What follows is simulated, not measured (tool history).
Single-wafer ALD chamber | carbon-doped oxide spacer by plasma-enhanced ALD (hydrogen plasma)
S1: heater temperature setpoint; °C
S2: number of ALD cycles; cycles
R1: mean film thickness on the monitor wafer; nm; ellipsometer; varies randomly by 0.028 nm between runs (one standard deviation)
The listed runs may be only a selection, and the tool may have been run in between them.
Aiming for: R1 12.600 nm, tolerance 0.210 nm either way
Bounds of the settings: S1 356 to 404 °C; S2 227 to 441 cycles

run 1 hour=0.0 | S1=380 S2=334 | R1=16.239
run 2 hour=3.9 | S1=380 S2=286 | R1=13.948
run 3 hour=5.6 | S1=380 S2=242 | R1=11.798
run 4 hour=6.9 | S1=371 S2=242 | R1=11.799
run 5 hour=15.7 | S1=378 S2=242 | R1=11.748
run 6 hour=25.1 | S1=378 S2=227 | R1=11.013
run 7 hour=33.5 | S1=378 S2=232 | R1=11.261
run 8 hour=40.3 | S1=378 S2=236 | R1=11.478
run 9 hour=47.6 | S1=378 S2=272 | R1=13.242
run 10 hour=54.6 | S1=378 S2=272 | R1=13.276
run 11 hour=57.2 | S1=378 S2=270 | R1=13.193
run 12 hour=64.1 | S1=378 S2=268 | R1=13.056
run 13 hour=73.1 | S1=378 S2=267 | R1=12.996
run 14 hour=75.7 | S1=378 S2=266 | R1=12.929
run 15 hour=77.4 | S1=378 S2=265 | R1=12.907
run 16 hour=80.4 | S1=378 S2=264 | R1=12.865
run 17 hour=85.5 | S1=378 S2=264 | R1=12.845

Consider the 5 candidate settings below. Which is the only one whose results all fall within their allowed miss of target?
run A hour=90.6 | S1=371 S2=270 | R1=?
run B hour=90.6 | S1=372 S2=271 | R1=?
run C hour=90.6 | S1=383 S2=267 | R1=?
run D hour=90.6 | S1=376 S2=271 | R1=?
run E hour=90.6 | S1=378 S2=259 | R1=?

move=A R1=13.144
move=B R1=13.193
move=C R1=12.998
move=D R1=13.193
move=E R1=12.609
A: its largest miss is bigger than the last run's
B: its largest miss is bigger than the last run's
C: its largest miss is bigger than the last run's
D: its largest miss is bigger than the last run's
E: all results in spec
Correct choice: E, which meets every target
